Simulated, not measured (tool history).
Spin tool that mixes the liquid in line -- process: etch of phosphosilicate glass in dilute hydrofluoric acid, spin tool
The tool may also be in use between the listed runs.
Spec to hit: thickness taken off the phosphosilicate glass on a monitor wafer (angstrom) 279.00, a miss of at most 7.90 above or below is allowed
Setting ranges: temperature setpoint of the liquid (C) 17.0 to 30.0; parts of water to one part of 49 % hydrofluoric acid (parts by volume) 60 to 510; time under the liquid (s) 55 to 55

run	hour	temperature setpoint of the liquid (C)	parts of water to one part of 49 % hydrofluoric acid (parts by volume)	time under the liquid (s)	thickness taken off the phosphosilicate glass on a monitor wafer (angstrom)
1	0.0	22.0	285	55	152.98
2	1.8	22.0	285	55	152.73
3	3.3	22.0	185	55	262.09
4	11.4	25.5	185	55	304.17
5	14.0	25.5	240	55	218.31
6	15.5	26.0	235	55	223.97
7	16.3	26.5	230	55	238.59
8	23.0	26.5	230	55	235.64
9	28.9	27.0	230	55	246.07
10	31.7	27.5	230	55	244.19
11	33.8	28.0	230	55	251.04
12	39.6	28.0	230	55	246.60

Which of these 5 next moves meets every target?
A	45.4	29.0	230	55	?
B	45.4	30.0	265	55	?
C	45.4	28.5	215	55	?
D	45.4	28.5	225	55	?
E	45.4	26.0	190	55	?

move	thickness taken off the phosphosilicate glass on a monitor wafer (angstrom)
A	257.91
B	222.37
C	275.97
D	260.66
E	294.05
A: gains on the last run, yet a result remains outside its allowed miss
B: lands further from the targets than the last run did
C: hits every target within its allowed miss
D: gains on the last run, yet a result remains outside its allowed miss
E: pushes the last run's worst result past its target
Go with C: it meets all targets.
